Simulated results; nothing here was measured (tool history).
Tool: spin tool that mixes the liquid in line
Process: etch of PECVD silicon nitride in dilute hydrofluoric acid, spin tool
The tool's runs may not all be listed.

run  hour  temperature setpoint of the liquid (C)  parts of water to one part of 49 % hydrofluoric acid (parts by volume)  time under the liquid (s)  thickness taken off the PECVD silicon nitride on a monitor wafer (Å)
  1     0                                      24                                                                      80                         90                                                                22.079
  2   2.3                                    26.5                                                                      65                         90                                                                32.304
  3   5.6                                    26.5                                                                      65                         90                                                                32.158
  4   9.2                                    26.5                                                                      65                         70                                                                25.066
  5  17.2                                    26.5                                                                      35                         70                                                                45.521
  6  19.1                                      28                                                                      30                         70                                                                58.866
  7  23.3                                    28.5                                                                      30                         70                                                                60.348
  8  28.9                                    28.5                                                                      30                         70                                                                61.316

Run 9 has not been measured yet. What should we expect?
  9  31.4                                      29                                                                      30                         70                                                                     ?

{"run 9": {"thickness taken off the PECVD silicon nitride on a monitor wafer (Å)": 62.921}}
